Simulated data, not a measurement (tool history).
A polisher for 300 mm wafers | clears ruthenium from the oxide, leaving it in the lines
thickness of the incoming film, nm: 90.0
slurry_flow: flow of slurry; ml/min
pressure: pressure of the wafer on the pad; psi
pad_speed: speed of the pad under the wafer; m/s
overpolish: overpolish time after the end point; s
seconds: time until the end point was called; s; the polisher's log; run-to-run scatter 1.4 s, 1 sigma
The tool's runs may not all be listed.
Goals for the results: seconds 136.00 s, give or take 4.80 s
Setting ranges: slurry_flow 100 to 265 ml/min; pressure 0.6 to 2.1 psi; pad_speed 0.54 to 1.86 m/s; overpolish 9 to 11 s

| run | hour | slurry_flow | pressure | pad_speed | overpolish | seconds |
|---|---|---|---|---|---|---|
| 1 | 0.0 | 170 | 1.3 | 1.18 | 11 | 105.66 |
| 2 | 6.2 | 170 | 1.3 | 1.18 | 9 | 104.44 |
| 3 | 8.8 | 165 | 1.1 | 1.18 | 9 | 119.49 |
| 4 | 10.6 | 165 | 1.1 | 1.18 | 9 | 119.68 |
| 5 | 14.0 | 165 | 1.0 | 1.18 | 9 | 128.53 |
| 6 | 14.7 | 165 | 1.0 | 1.48 | 9 | 109.97 |
| 7 | 18.8 | 160 | 0.8 | 1.48 | 9 | 130.24 |
| 8 | 22.4 | 155 | 0.8 | 1.48 | 9 | 127.46 |

Consider the 5 candidate settings below. Which is the only one whose results all fall within their allowed miss of target?
| A | 26.0 | 165 | 0.6 | 1.60 | 11 | ? |
| B | 26.0 | 120 | 0.7 | 1.52 | 11 | ? |
| C | 26.0 | 185 | 0.9 | 1.38 | 11 | ? |
| D | 26.0 | 170 | 0.9 | 1.24 | 11 | ? |
| E | 26.0 | 170 | 0.9 | 1.42 | 9 | ? |

| move | seconds |
|---|---|
| A | 150.00 |
| B | 150.27 |
| C | 123.73 |
| D | 136.40 |
| E | 122.62 |
A: pushes the last run's worst result past its target
B: pushes the last run's worst result past its target
C: lands further from the targets than the last run did
D: meets every target
E: lands further from the targets than the last run did
The move that meets every target is D.
